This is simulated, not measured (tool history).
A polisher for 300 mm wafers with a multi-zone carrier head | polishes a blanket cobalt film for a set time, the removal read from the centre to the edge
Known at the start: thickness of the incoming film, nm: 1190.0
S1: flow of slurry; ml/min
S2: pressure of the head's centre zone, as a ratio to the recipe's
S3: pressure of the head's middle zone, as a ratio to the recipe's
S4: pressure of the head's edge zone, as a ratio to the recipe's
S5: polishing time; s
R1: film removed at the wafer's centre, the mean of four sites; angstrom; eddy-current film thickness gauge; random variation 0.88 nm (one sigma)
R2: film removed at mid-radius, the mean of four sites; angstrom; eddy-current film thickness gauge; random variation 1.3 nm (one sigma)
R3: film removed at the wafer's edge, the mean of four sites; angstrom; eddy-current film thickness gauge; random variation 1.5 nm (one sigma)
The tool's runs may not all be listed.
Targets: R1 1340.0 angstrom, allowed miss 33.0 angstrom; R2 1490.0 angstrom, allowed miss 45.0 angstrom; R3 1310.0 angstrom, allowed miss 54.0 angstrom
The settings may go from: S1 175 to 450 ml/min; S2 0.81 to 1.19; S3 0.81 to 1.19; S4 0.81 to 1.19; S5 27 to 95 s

run,hour,S1,S2,S3,S4,S5,R1,R2,R3
1,0.0,290,1.00,1.00,1.00,61,2031.1,2048.1,2079.3
2,4.9,220,1.00,1.00,1.00,61,1954.9,2075.0,2004.9
3,5.9,220,1.00,1.00,1.03,61,1963.0,2034.9,2073.4
4,12.6,220,0.99,0.99,1.00,58,1848.6,1895.7,1948.0
5,17.9,220,1.03,0.99,1.00,58,1943.0,1928.6,1917.8
6,25.7,245,1.03,0.99,1.00,58,1966.5,1902.6,1962.5
7,34.3,235,1.02,0.99,0.97,55,1840.2,1812.8,1827.6
8,36.5,235,1.02,0.99,0.97,55,1833.8,1848.8,1827.1
9,40.3,230,1.02,0.99,0.95,53,1774.7,1741.0,1714.3
10,46.0,225,1.00,0.99,0.93,52,1661.4,1740.3,1692.8
11,52.3,305,1.02,1.06,0.84,35,1193.0,1252.5,1122.5
12,58.0,300,1.02,1.08,0.86,36,1229.6,1297.1,1142.2
13,65.0,345,0.99,1.17,0.96,40,1332.7,1578.8,1348.3
14,66.2,320,1.02,1.12,0.93,40,1373.2,1494.1,1319.0

4 next moves are on the table. One of them brings every result within its allowed miss. Which?
A,67.4,235,1.16,1.13,0.97,37,?,?,?
B,67.4,330,1.06,1.10,0.91,40,?,?,?
C,67.4,300,1.02,1.13,0.96,39,?,?,?
D,67.4,390,1.04,1.00,1.04,40,?,?,?

move,R1,R2,R3
A,1398.6,1366.1,1228.6
B,1426.2,1487.0,1320.2
C,1326.8,1472.7,1310.3
D,1417.0,1387.8,1418.3
A: further off than the last run
B: further off than the last run
C: meets every target
D: further off than the last run
Move C is the one to make.

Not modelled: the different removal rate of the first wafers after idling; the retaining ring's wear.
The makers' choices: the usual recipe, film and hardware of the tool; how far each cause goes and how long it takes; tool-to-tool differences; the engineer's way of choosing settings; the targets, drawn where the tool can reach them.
